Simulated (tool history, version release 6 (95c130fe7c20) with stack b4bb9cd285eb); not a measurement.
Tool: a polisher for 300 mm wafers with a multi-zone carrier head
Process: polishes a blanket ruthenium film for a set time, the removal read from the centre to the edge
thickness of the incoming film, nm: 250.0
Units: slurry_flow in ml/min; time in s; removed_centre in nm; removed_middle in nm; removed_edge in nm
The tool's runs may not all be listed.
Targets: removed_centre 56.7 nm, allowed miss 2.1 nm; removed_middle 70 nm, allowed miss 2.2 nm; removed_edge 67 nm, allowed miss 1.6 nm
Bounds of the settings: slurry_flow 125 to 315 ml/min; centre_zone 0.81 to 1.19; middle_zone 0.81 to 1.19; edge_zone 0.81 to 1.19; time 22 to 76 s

run  hour  slurry_flow  centre_zone  middle_zone  edge_zone  time  removed_centre  removed_middle  removed_edge
  1     0          205            1            1          1    49           59.97          58.683        59.348
  2   1.7          205            1         1.05          1    49          57.729          61.944        59.102
  3   2.4          225         0.98         1.07       1.04    49          58.024          62.772        60.807
  4   6.6          190         0.98         1.07       1.04    49          57.285          62.241        60.437
  5  13.7          190         0.98         1.07       1.04    44          50.748          55.573         54.21
  6  21.6          190         0.98         1.12       1.04    44          50.634          58.813        52.809
  7  24.5          200         0.96         1.14       1.09    46          52.957           61.65        57.795
  8  31.6          210         0.94         1.16       1.11    47          52.678          64.486        60.347
  9  33.7          225         0.94         1.17       1.13    48          55.096          66.285        62.108
 10  42.4          235         0.93         1.18       1.15    49          55.524          69.926        64.326
 11  49.8          240         0.93         1.17       1.16    49          55.712          69.342         63.88

5 next moves are on the table. One of them brings every result within its allowed miss. Which?
  A  57.2          245         0.91         1.12       1.14    51               ?               ?             ?
  B  57.2          250         0.89         1.19       1.11    52               ?               ?             ?
  C  57.2          255         0.89         1.19       1.11    52               ?               ?             ?
  D  57.2          225         0.91         1.08       1.17    51               ?               ?             ?
  E  57.2          230         0.81         1.12       1.13    52               ?               ?             ?

move  removed_centre  removed_middle  removed_edge
   A          56.346          69.839        67.505
   B          56.342          75.206        67.946
   C          56.474          75.366        68.055
   D          55.733          67.046        67.961
   E          50.685          70.744        68.153
A: meets every target
B: brings the result that was furthest off to its target, and leaves another outside
C: brings the result that was furthest off to its target, and leaves another outside
D: brings the result that was furthest off to its target, and leaves another outside
E: brings the result that was furthest off to its target, and leaves another outside
Move A is the one to make.

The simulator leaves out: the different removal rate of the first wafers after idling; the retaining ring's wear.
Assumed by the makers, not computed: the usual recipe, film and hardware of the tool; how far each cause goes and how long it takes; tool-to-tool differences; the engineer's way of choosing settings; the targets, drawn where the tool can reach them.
